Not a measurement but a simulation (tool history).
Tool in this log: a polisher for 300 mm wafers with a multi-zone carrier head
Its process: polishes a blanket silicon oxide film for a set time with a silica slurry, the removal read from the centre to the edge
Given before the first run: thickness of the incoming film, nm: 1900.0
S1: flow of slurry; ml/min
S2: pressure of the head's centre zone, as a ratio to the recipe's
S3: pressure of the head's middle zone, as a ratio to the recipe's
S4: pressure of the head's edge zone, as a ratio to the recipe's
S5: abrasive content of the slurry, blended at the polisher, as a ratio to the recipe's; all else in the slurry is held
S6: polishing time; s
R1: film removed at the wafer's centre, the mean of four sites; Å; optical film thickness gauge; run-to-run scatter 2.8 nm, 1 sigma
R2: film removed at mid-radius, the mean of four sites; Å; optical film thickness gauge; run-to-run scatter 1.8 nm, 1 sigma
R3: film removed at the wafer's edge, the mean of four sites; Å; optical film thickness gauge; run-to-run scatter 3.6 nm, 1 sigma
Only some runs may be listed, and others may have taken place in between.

Run 1, hour 0: S1 230 ml/min, S2 1, S3 1, S4 1, S5 1, S6 60 s. Result: R1 1922.8 Å, R2 1931.7 Å, R3 1895.8 Å.
Run 2, hour 6.9: S1 245 ml/min, S2 0.97, S3 1.06, S4 1.03, S5 1.15, S6 60 s. Result: R1 1955.8 Å, R2 2186.7 Å, R3 2018 Å.
Run 3, hour 11.8: S1 245 ml/min, S2 0.92, S3 1.06, S4 1.03, S5 1.15, S6 60 s. Result: R1 1895.8 Å, R2 2180.3 Å, R3 2090.4 Å.
Run 4, hour 18.9: S1 245 ml/min, S2 0.97, S3 1.06, S4 1.03, S5 1.15, S6 60 s. Result: R1 1972.8 Å, R2 2180.6 Å, R3 2055.4 Å.
Run 5, hour 24.8: S1 255 ml/min, S2 0.96, S3 1.1, S4 1.05, S5 1.25, S6 60 s. Result: R1 2078.4 Å, R2 2331.7 Å, R3 2163.3 Å.
Run 6, hour 29: S1 255 ml/min, S2 0.96, S3 1.1, S4 1.05, S5 1.25, S6 52 s. Result: R1 1714.1 Å, R2 2008.2 Å, R3 1911.4 Å.

What will run 7 give?
Run 7, hour 37.6: S1 265 ml/min, S2 0.93, S3 1.13, S4 1.04, S5 1.3, S6 55 s. Result: R1 ?, R2 ?, R3 ?.

R1: 1789.9 Å
R2: 2260.5 Å
R3: 1980.9 Å

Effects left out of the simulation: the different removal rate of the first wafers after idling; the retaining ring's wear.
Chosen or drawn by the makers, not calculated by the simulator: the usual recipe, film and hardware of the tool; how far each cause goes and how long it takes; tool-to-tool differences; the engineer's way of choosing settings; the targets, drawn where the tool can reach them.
